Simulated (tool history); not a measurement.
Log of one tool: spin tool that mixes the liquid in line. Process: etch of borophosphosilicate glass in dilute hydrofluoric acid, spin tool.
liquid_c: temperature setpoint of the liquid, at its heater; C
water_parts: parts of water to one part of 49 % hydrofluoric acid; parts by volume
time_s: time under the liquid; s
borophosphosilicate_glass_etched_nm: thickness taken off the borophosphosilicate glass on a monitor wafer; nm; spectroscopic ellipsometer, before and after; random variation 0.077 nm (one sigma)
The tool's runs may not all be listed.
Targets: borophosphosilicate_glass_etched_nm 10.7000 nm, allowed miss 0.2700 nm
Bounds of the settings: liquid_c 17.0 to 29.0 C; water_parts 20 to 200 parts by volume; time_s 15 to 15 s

run	hour	liquid_c	water_parts	time_s	borophosphosilicate_glass_etched_nm
1	0.0	21.0	110	15	5.3920
2	8.7	21.0	140	15	4.1245
3	16.5	22.5	125	15	5.0347
4	22.0	22.5	160	15	3.7291
5	26.9	25.5	160	15	4.2353
6	31.4	26.0	145	15	4.8186
7	38.1	26.5	130	15	5.6308
# hour 41.1: hydrofluoric acid flow meter replaced
8	41.1	29.0	85	15	9.2776
9	45.4	29.0	80	15	9.8432
10	48.9	29.0	70	15	11.4930
11	56.7	28.5	70	15	11.3050
12	64.3	28.0	70	15	11.1470

Which of these 4 next moves meets every target?
A	71.9	24.5	60	15	?
B	71.9	25.0	65	15	?
C	71.9	25.0	60	15	?
D	71.9	26.5	65	15	?

move	borophosphosilicate_glass_etched_nm
A	11.3640
B	10.6340
C	11.5970
D	11.2930
A: further off than the last run
B: meets every target
C: further off than the last run
D: further off than the last run
Move B is the one to make.

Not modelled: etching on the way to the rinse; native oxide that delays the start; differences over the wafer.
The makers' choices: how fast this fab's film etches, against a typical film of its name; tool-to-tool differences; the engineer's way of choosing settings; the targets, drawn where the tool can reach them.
